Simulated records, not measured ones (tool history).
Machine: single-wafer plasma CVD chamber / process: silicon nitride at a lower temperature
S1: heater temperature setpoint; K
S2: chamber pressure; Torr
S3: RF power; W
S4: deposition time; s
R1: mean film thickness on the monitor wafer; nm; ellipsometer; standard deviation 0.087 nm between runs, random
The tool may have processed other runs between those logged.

run	hour	S1	S2	S3	S4	R1
1	0	613.15	1.66	335	14.4	17.133
2	7.7	619.15	1.66	335	14.4	17.155
3	12.5	619.15	1.66	295	14.4	15.722
4	19.1	619.15	1.83	310	14.4	16.701
5	26.4	619.15	1.96	320	14.4	17.223
6	30.7	619.15	2.04	330	14.4	17.897
7	37.8	619.15	2.04	330	14.4	17.947

The next listed run, before its measurement:
8	44.1	619.15	2.11	330	14.4	?

Run 8 came out at R1 18.033 nm.
